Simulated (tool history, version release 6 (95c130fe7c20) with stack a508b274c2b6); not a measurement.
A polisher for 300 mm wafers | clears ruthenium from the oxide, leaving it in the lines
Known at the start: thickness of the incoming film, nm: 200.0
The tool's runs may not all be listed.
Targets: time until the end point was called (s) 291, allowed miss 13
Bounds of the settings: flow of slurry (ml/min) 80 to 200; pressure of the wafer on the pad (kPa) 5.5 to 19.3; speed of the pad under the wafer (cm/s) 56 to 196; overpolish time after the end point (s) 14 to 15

run,day,flow of slurry (ml/min),pressure of the wafer on the pad (kPa),speed of the pad under the wafer (cm/s),overpolish time after the end point (s),time until the end point was called (s)
1,0,130,12.4,126,14,174.47
2,0.054,130,11,124,14,199.9
3,0.342,130,10.3,124,14,217.1
4,0.608,130,10.3,108,14,246.96
5,0.758,130,10.3,134,14,200.02
6,0.912,130,9.7,134,14,208.08
7,0.979,130,9,134,14,224.52
8,1.225,130,8.3,134,14,238.52
9,1.308,130,7.6,134,14,270.84
10,1.5,125,7.6,134,14,268.14
11,1.783,120,7.6,134,14,270.28
12,1.938,115,7.6,134,14,271.91
13,2.071,110,7.6,134,14,265.38

Which of these 5 next moves meets every target?
A,2.204,120,8.3,126,15,?
B,2.204,90,8.3,170,15,?
C,2.204,145,10.3,86,14,?
D,2.204,105,8.3,158,14,?
E,2.204,80,9.7,138,15,?

move,time until the end point was called (s)
A,267.06
B,217.11
C,296.85
D,222.46
E,238.48
A: nearer than the last run, and not there yet
B: further off than the last run
C: meets every target
D: further off than the last run
E: further off than the last run
Answer: C
